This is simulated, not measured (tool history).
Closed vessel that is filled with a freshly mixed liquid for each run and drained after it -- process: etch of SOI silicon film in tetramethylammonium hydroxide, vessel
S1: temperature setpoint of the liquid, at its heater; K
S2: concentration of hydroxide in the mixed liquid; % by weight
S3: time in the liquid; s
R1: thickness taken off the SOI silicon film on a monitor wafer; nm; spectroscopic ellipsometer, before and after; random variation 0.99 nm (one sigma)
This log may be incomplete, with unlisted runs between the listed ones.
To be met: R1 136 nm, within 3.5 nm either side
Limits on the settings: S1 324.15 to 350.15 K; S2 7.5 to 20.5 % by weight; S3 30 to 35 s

run  hour      S1  S2  S3      R1
  1     0  337.15  14  35  156.22
  2   1.2  337.15  12  35  167.84
  3   9.5  337.15  12  35  168.58
  4  14.8  337.15  10  35  179.34
  5  21.2  337.15  10  35  178.16
  6  25.2  337.15  10  35  178.21
  7  32.4  336.15  10  35  167.72
  8  34.5  335.65  10  35  164.18
  9  40.5  335.15  10  35  158.27
 10  43.6  334.65  10  35  156.54
 11  46.2  334.15  10  35  151.47
 12  53.5  333.65  10  35  146.35

Which of these 5 next moves meets every target?
  A  60.8  335.65   13  30   ?
  B  60.8  334.65  9.5  35   ?
  C  60.8  330.65    8  35   ?
  D  60.8  334.65  9.5  30   ?
  E  60.8  332.15   11  35   ?

move      R1
   A   127.6
   B  157.94
   C  130.49
   D  135.38
   E  128.16
A: the result that was furthest off in the last run now lies on the other side of its target
B: misses by more than the last run did
C: the result that was furthest off in the last run now lies on the other side of its target
D: meets every target
E: the result that was furthest off in the last run now lies on the other side of its target
The move that meets every target is D.
